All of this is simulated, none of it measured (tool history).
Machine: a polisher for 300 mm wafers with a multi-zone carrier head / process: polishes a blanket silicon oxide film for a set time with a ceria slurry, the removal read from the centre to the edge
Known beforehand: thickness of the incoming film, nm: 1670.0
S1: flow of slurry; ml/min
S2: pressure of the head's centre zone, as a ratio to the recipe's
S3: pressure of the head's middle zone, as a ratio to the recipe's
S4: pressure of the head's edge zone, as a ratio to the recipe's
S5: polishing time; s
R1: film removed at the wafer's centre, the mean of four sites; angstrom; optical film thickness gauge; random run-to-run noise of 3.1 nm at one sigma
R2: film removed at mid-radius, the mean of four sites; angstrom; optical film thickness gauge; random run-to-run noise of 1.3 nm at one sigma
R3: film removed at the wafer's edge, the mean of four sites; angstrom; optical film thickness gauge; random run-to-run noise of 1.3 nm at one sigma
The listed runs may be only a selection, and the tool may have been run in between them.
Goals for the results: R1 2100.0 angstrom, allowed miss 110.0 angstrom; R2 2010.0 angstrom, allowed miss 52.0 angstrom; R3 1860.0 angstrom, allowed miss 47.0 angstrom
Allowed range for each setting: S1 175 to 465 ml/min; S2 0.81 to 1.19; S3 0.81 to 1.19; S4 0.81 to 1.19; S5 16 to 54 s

run  hour   S1    S2    S3    S4  S5      R1      R2      R3
  1   0.0  295  1.00  1.00  1.00  35  1534.3  1458.1  1480.5
  2   6.6  295  0.95  1.00  1.00  35  1429.6  1440.9  1483.8
  3  12.1  295  0.95  1.00  0.92  35  1427.7  1449.8  1425.6
  4  14.9  295  0.95  1.00  0.84  35  1438.2  1467.6  1356.4
  5  19.4  295  0.99  1.00  0.84  35  1448.7  1467.8  1372.4
  6  27.8  310  1.03  1.02  0.87  36  1608.3  1518.2  1409.6
  7  36.3  310  1.03  1.04  0.91  37  1688.1  1589.2  1514.3
  8  41.1  315  1.03  1.07  0.92  38  1700.2  1678.0  1544.9
  9  43.2  315  1.03  1.07  0.92  38  1701.7  1682.4  1552.7
 10  50.1  320  1.05  1.09  0.95  39  1774.0  1761.0  1604.7
 11  54.3  325  1.07  1.10  0.98  40  1906.5  1830.7  1676.8
 12  55.0  330  1.08  1.11  1.00  40  1955.0  1850.2  1696.4
 13  62.1  335  1.08  1.12  1.02  40  1886.9  1854.4  1710.9
 14  70.2  335  1.09  1.13  1.04  40  1922.8  1855.0  1733.7
 15  75.6  340  1.10  1.14  1.05  40  1880.7  1887.9  1743.7
 16  83.1  345  1.11  1.14  1.06  40  1993.2  1889.4  1774.7
 17  84.7  400  1.11  1.19  1.11  40  1982.1  1977.7  1824.6
 18  90.8  400  1.12  1.19  1.11  40  2022.6  2016.2  1827.9

5 next moves are on the table. One of them brings every result within its allowed miss. Which?
  A  96.9  370  1.07  1.13  1.19  41   ?   ?   ?
  B  96.9  380  1.01  1.16  1.14  41   ?   ?   ?
  C  96.9  315  1.02  1.16  1.06  42   ?   ?   ?
  D  96.9  450  1.08  1.09  0.98  43   ?   ?   ?
  E  96.9  465  1.18  1.18  1.06  40   ?   ?   ?

move      R1      R2      R3
   A  1935.9  1933.1  1923.1
   B  1831.4  1982.3  1883.1
   C  1859.8  1996.8  1835.4
   D  2082.1  1995.0  1851.5
   E  2123.8  1989.9  1790.3
A: moves away from the targets compared with the last run
B: moves away from the targets compared with the last run
C: moves away from the targets compared with the last run
D: hits every target within its allowed miss
E: gets the furthest-off result to its target, but another result is out of tolerance
Correct choice: D, which meets every target
